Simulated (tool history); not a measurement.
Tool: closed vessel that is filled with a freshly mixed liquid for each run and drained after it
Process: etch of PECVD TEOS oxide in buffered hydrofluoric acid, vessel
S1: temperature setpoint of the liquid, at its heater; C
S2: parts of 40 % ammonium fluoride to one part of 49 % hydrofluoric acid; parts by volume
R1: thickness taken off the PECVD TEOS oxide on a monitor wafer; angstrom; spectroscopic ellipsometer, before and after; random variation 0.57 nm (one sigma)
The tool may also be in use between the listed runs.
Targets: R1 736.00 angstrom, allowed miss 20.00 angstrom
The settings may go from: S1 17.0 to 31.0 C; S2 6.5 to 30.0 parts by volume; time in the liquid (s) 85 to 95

{"run": 1, "hour": 0.0, "S1": 23.0, "S2": 19.5, "time in the liquid (s)": 85, "R1": 946.71}
{"run": 2, "hour": 6.4, "S1": 23.0, "S2": 17.0, "time in the liquid (s)": 85, "R1": 1089.0}
{"run": 3, "hour": 13.3, "S1": 23.0, "S2": 11.5, "time in the liquid (s)": 85, "R1": 1592.1}
{"run": 4, "hour": 14.9, "S1": 22.5, "S2": 12.0, "time in the liquid (s)": 85, "R1": 1503.4}
{"run": 5, "hour": 20.4, "S1": 22.5, "S2": 12.0, "time in the liquid (s)": 95, "R1": 1669.2}
{"run": 6, "hour": 27.0, "S1": 24.0, "S2": 12.0, "time in the liquid (s)": 95, "R1": 1807.7}
{"run": 7, "hour": 28.8, "S1": 23.5, "S2": 13.0, "time in the liquid (s)": 95, "R1": 1619.9}
{"run": 8, "hour": 30.8, "S1": 23.0, "S2": 14.0, "time in the liquid (s)": 95, "R1": 1467.2}
{"run": 9, "hour": 38.4, "S1": 22.5, "S2": 14.5, "time in the liquid (s)": 95, "R1": 1386.7}
{"run": 10, "hour": 40.7, "S1": 22.0, "S2": 15.0, "time in the liquid (s)": 95, "R1": 1306.8}
{"run": 11, "hour": 45.2, "S1": 21.5, "S2": 15.5, "time in the liquid (s)": 95, "R1": 1218.8}
{"run": 12, "hour": 52.7, "S1": 21.0, "S2": 16.0, "time in the liquid (s)": 95, "R1": 1141.7}
{"run": 13, "hour": 57.7, "S1": 20.5, "S2": 16.5, "time in the liquid (s)": 95, "R1": 1076.3}
{"run": 14, "hour": 60.4, "S1": 20.0, "S2": 17.0, "time in the liquid (s)": 95, "R1": 1017.4}
{"run": 15, "hour": 66.3, "S1": 17.0, "S2": 21.0, "time in the liquid (s)": 95, "R1": 706.14}

Which of these 5 next moves meets every target?
{"run": "A", "hour": 72.2, "S1": 17.5, "S2": 18.5, "time in the liquid (s)": 90, "R1": "?"}
{"run": "B", "hour": 72.2, "S1": 21.0, "S2": 25.5, "time in the liquid (s)": 90, "R1": "?"}
{"run": "C", "hour": 72.2, "S1": 18.0, "S2": 23.5, "time in the liquid (s)": 90, "R1": "?"}
{"run": "D", "hour": 72.2, "S1": 20.5, "S2": 29.5, "time in the liquid (s)": 90, "R1": "?"}
{"run": "E", "hour": 72.2, "S1": 17.0, "S2": 19.5, "time in the liquid (s)": 85, "R1": "?"}

move=A R1=768.18
move=B R1=732.77
move=C R1=654.58
move=D R1=644.27
move=E R1=669.29
A: takes the result that was furthest off past its target
B: meets every target
C: further off than the last run
D: further off than the last run
E: further off than the last run
Answer: B
